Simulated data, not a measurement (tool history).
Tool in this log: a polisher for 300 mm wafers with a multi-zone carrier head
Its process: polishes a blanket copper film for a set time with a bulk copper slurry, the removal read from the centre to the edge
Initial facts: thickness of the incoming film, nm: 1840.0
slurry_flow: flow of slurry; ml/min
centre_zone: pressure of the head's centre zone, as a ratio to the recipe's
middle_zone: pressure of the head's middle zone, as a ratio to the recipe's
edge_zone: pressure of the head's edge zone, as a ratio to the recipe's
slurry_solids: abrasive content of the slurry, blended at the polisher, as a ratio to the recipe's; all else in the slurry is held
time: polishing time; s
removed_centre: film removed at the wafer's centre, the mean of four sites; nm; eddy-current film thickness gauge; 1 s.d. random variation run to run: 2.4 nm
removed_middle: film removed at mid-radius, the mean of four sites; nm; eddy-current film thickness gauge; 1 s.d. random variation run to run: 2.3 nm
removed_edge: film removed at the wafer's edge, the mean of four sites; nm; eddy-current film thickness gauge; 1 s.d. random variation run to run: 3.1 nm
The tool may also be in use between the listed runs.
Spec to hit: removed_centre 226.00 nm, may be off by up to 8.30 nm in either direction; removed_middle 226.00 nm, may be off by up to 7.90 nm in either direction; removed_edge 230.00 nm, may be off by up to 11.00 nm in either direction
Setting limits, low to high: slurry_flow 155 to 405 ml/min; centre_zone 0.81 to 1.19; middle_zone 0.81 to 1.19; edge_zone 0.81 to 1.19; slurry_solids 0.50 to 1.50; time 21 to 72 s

run,hour,slurry_flow,centre_zone,middle_zone,edge_zone,slurry_solids,time,removed_centre,removed_middle,removed_edge
1,0.0,260,1.00,1.00,1.00,1.00,46,346.19,355.03,339.91
2,2.9,295,1.00,1.00,1.00,1.00,46,362.82,361.80,351.85
3,8.8,325,1.00,1.00,1.00,1.00,46,360.57,365.97,351.20
4,9.7,325,0.92,1.00,1.00,1.00,46,337.50,363.81,367.14
5,10.4,305,0.92,0.97,0.96,0.85,42,292.61,317.34,297.53
6,17.7,305,0.83,0.97,0.96,0.85,42,262.37,307.04,304.99
7,23.0,280,0.90,0.87,0.86,0.60,35,213.74,217.75,226.78
8,30.3,280,0.90,0.87,0.86,0.60,35,218.16,213.98,226.76

Which of these 4 next moves meets every target?
A,37.6,215,0.94,0.91,0.83,0.50,38,?,?,?
B,37.6,300,0.87,0.95,0.82,0.60,34,?,?,?
C,37.6,300,0.91,1.10,0.81,0.65,31,?,?,?
D,37.6,285,0.81,0.88,0.97,0.60,38,?,?,?

move,removed_centre,removed_middle,removed_edge
A,223.94,224.87,227.47
B,202.13,226.61,218.19
C,196.91,238.57,201.80
D,208.94,236.50,256.03
A: in spec on every target
B: corrects the largest miss of the last run, while another result sits out of spec
C: carries the result that was furthest off beyond its target, to the other side
D: carries the result that was furthest off beyond its target, to the other side
The right move is A.
